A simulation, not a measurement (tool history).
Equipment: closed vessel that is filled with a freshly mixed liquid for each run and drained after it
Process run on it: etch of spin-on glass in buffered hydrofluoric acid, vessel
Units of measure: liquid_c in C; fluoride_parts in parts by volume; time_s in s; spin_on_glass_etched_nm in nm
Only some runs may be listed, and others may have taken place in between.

Run 1, hour 0: liquid_c 23 C, fluoride_parts 10 parts by volume, time_s 30 s. Result: spin_on_glass_etched_nm 93.422 nm.
Run 2, hour 5.7: liquid_c 25 C, fluoride_parts 10 parts by volume, time_s 30 s. Result: spin_on_glass_etched_nm 103.41 nm.
Run 3, hour 12.5: liquid_c 22.5 C, fluoride_parts 10.5 parts by volume, time_s 30 s. Result: spin_on_glass_etched_nm 86.854 nm.
Run 4, hour 17.8: liquid_c 23.5 C, fluoride_parts 10.5 parts by volume, time_s 30 s. Result: spin_on_glass_etched_nm 92.229 nm.
Run 5, hour 24.4: liquid_c 23.5 C, fluoride_parts 9.5 parts by volume, time_s 30 s. Result: spin_on_glass_etched_nm 99.538 nm.
Run 6, hour 28: liquid_c 21.5 C, fluoride_parts 10 parts by volume, time_s 30 s. Result: spin_on_glass_etched_nm 86.025 nm.
Run 7, hour 36.9: liquid_c 20 C, fluoride_parts 10.5 parts by volume, time_s 30 s. Result: spin_on_glass_etched_nm 75.723 nm.
Run 8, hour 43.6: liquid_c 20 C, fluoride_parts 10.5 parts by volume, time_s 30 s. Result: spin_on_glass_etched_nm 75.298 nm.
Run 9, hour 49.6: liquid_c 19 C, fluoride_parts 10.5 parts by volume, time_s 30 s. Result: spin_on_glass_etched_nm 70.867 nm.

What will run 10 give?
Run 10, hour 54.9: liquid_c 18.5 C, fluoride_parts 10.5 parts by volume, time_s 30 s. Result: spin_on_glass_etched_nm ?.

spin_on_glass_etched_nm: 69.864 nm

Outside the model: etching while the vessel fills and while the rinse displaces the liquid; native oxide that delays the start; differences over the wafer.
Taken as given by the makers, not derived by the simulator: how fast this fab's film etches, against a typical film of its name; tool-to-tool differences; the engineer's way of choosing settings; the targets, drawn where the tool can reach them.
